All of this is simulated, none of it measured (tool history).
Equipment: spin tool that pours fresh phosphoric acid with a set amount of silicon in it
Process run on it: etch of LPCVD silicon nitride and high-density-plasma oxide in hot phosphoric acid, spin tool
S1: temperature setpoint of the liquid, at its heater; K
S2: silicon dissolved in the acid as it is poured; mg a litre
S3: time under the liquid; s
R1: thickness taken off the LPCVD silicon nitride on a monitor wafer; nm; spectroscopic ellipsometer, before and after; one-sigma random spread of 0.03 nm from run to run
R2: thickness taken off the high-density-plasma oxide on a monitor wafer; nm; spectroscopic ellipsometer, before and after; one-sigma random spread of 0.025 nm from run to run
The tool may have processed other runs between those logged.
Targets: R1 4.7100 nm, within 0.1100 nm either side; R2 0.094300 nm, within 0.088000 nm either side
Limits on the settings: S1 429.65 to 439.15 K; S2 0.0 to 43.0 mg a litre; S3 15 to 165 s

run,hour,S1,S2,S3,R1,R2
1,0.0,434.15,19.0,85,8.8200,0.142580
2,2.1,433.15,17.0,75,7.3658,0.183260
3,4.9,433.15,17.0,110,10.9900,0.157710
4,12.9,431.15,17.0,110,10.2600,0.110170
5,14.0,432.65,17.0,110,10.7990,0.191370
6,16.8,432.15,15.5,95,9.1594,0.144980
7,18.2,432.15,15.5,95,9.1879,0.139050
8,22.7,429.65,6.0,55,4.9081,0.060102
9,31.2,429.65,4.5,55,4.8444,0.096589
10,36.5,429.65,3.5,55,4.9171,0.087210
11,43.8,429.65,3.0,55,4.8859,0.104630
12,44.6,429.65,3.5,55,4.8826,0.131500
13,48.0,429.65,4.0,55,4.8946,0.097143
14,50.0,429.65,4.0,50,4.4360,0.036299
15,56.3,430.15,3.0,50,4.5167,0.063219
16,64.5,429.65,3.5,50,4.4999,0.073764
17,73.1,430.15,3.5,50,4.4948,0.063537
18,82.1,429.65,3.0,55,4.8665,0.097076
19,89.3,429.65,2.5,55,4.8664,0.084844
20,94.3,429.65,2.5,55,4.8620,0.094381
21,95.6,429.65,2.0,55,4.8520,0.094056
22,100.8,429.65,1.5,55,4.8203,0.101300
23,106.0,429.65,0.5,55,4.8597,0.078728
24,108.6,429.65,0.0,50,4.4647,0.072563
25,113.0,429.65,1.0,50,4.4622,0.093313

Of the 4 settings listed for the next run, only one would bring every result within its allowed miss of target. Which one?
A,117.4,431.65,3.0,50,?,?
B,117.4,430.15,3.0,45,?,?
C,117.4,429.65,9.0,50,?,?
D,117.4,429.65,0.0,45,?,?

move,R1,R2
A,4.7787,0.099114
B,4.0874,0.079726
C,4.4648,0.075471
D,4.0183,0.081213
A: meets every target
B: its largest miss is bigger than the last run's
C: roughly where the last run was
D: its largest miss is bigger than the last run's
So the answer is move A, the one that meets all the targets.
